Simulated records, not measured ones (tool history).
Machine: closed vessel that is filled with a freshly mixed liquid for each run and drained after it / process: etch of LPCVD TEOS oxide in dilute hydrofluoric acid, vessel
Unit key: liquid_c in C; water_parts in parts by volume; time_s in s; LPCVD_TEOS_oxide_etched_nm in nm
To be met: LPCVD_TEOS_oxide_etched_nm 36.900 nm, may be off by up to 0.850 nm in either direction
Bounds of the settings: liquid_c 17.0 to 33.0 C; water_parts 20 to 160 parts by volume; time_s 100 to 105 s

| run | hour | liquid_c | water_parts | time_s | LPCVD_TEOS_oxide_etched_nm |
|---|---|---|---|---|---|
| 1 | 0.0 | 25.0 | 90 | 100 | 21.376 |
| 2 | 3.6 | 25.0 | 90 | 105 | 22.010 |
| 3 | 5.1 | 22.0 | 90 | 105 | 19.823 |
| 4 | 13.1 | 25.0 | 90 | 105 | 22.332 |
| 5 | 21.1 | 25.0 | 90 | 100 | 21.174 |
| 6 | 25.7 | 25.0 | 90 | 100 | 21.107 |
| 7 | 32.3 | 27.5 | 85 | 100 | 25.254 |
| 8 | 37.8 | 29.0 | 80 | 100 | 28.424 |
| 9 | 46.9 | 30.0 | 80 | 100 | 29.545 |
| 10 | 53.9 | 31.0 | 80 | 100 | 30.777 |
| 11 | 58.6 | 31.0 | 80 | 100 | 30.566 |
| 12 | 59.6 | 31.5 | 75 | 100 | 33.705 |
| 13 | 60.5 | 32.0 | 75 | 100 | 34.271 |
| 14 | 62.2 | 32.0 | 75 | 100 | 34.244 |
| 15 | 67.3 | 32.5 | 75 | 100 | 35.442 |
| 16 | 75.1 | 33.0 | 75 | 100 | 35.395 |
| 17 | 79.7 | 33.0 | 70 | 100 | 38.783 |
| 18 | 82.2 | 33.0 | 70 | 100 | 38.550 |
|  | 91.3 | thermometer replaced |
| 19 | 91.3 | 32.5 | 70 | 100 | 40.679 |
| 20 | 97.5 | 31.5 | 70 | 100 | 39.011 |

Exactly one of the 5 candidate moves below puts every result within its allowed miss. Which one?
| A | 103.7 | 27.0 | 60 | 100 | ? |
| B | 103.7 | 31.5 | 65 | 100 | ? |
| C | 103.7 | 31.0 | 75 | 100 | ? |
| D | 103.7 | 28.0 | 65 | 100 | ? |
| E | 103.7 | 31.0 | 70 | 105 | ? |

| move | LPCVD_TEOS_oxide_etched_nm |
|---|---|
| A | 38.797 |
| B | 42.372 |
| C | 35.482 |
| D | 36.996 |
| E | 40.221 |
A: nearer than the last run, and not there yet
B: further off than the last run
C: the result that was furthest off in the last run now lies on the other side of its target
D: meets every target
E: further off than the last run
The right move is D.

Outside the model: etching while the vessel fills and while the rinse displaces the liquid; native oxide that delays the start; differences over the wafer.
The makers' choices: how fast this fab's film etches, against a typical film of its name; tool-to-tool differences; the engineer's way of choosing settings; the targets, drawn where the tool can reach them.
